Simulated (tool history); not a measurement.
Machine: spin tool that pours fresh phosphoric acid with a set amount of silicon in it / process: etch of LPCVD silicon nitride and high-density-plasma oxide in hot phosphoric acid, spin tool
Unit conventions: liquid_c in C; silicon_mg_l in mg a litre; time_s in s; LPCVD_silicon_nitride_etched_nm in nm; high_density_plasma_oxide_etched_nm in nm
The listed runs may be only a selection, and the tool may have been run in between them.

run,hour,liquid_c,silicon_mg_l,time_s,LPCVD_silicon_nitride_etched_nm,high_density_plasma_oxide_etched_nm
1,0,162,12,180,15.475,0.6695
2,2.3,162,9.5,180,15.402,0.66005
3,9.3,162,12,185,15.983,0.67138
4,11.5,162.5,14,190,16.596,0.65327
5,14.2,162.5,14,255,22.228,0.83056
6,16.3,162.5,10.5,255,22.365,0.9655
7,24.9,162,11,255,21.89,0.98045
8,29.4,162,11,255,21.885,0.93146
9,36.3,162,11.5,255,21.855,0.84084
10,39.7,161.5,11,255,21.554,0.87354
11,47.8,161.5,11.5,255,21.576,0.94704
12,52.2,161.5,12.5,255,21.595,0.85317

What will run 13 give?
13,58.4,161.5,13,255,?,?

LPCVD_silicon_nitride_etched_nm: 21.464 nm
high_density_plasma_oxide_etched_nm: 0.87722 nm
